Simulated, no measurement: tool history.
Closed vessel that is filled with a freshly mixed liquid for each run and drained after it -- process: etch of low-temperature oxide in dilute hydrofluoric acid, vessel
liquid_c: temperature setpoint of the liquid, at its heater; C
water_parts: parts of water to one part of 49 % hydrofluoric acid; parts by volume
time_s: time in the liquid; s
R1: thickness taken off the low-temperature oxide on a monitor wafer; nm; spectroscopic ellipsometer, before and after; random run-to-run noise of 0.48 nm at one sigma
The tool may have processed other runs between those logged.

run 1 hour=0.0 | liquid_c=23.0 water_parts=255 time_s=220 | R1=20.759
run 2 hour=2.5 | liquid_c=25.5 water_parts=195 time_s=220 | R1=31.683
run 3 hour=10.4 | liquid_c=22.5 water_parts=195 time_s=220 | R1=28.816
run 4 hour=15.9 | liquid_c=22.5 water_parts=195 time_s=220 | R1=28.700
run 5 hour=16.4 | liquid_c=25.0 water_parts=160 time_s=220 | R1=39.253
run 6 hour=24.2 | liquid_c=28.0 water_parts=160 time_s=220 | R1=44.115
run 7 hour=27.1 | liquid_c=29.0 water_parts=145 time_s=220 | R1=50.941

Estimate the outcome of run 8 from the log above:
run 8 hour=28.4 | liquid_c=31.0 water_parts=110 time_s=220 | R1=?

{"run 8": {"R1": 76.78}}
